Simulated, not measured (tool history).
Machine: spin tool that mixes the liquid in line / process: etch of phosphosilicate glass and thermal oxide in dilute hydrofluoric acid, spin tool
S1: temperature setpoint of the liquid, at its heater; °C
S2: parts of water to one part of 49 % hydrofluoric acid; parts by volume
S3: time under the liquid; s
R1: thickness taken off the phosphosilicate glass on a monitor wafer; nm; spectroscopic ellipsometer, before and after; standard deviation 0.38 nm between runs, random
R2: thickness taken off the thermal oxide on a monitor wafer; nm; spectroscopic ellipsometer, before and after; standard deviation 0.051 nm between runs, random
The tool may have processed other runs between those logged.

run	hour	S1	S2	S3	R1	R2
1	0	26	70	30	45.276	2.2896
2	4.6	26	85	30	36.489	1.8774
3	8.9	28	85	30	39.479	2.0411
4	13.7	28	85	35	46.504	2.3103
5	18.2	28	85	45	59.582	3.0016
6	23.6	28	100	45	49.671	2.5493
7	28.9	29	95	45	54.606	2.7129
8	35.6	29	90	45	57.626	2.9077
9	38.2	29.5	85	45	62.758	3.1464
10	40.8	29.5	85	45	62.396	3.1836
11	47.7	30	80	45	68.581	3.5015
12	52.7	30.5	80	45	70.124	3.5547
13	58.4	31	80	45	71.236	3.6396
14	63.8	31	80	45	70.694	3.6653
15	67.8	31	75	45	76.564	3.857

What will run 16 give?
16	74.3	31.5	75	45	?	?

{"run 16": {"R1": 78.465, "R2": 4.04}}
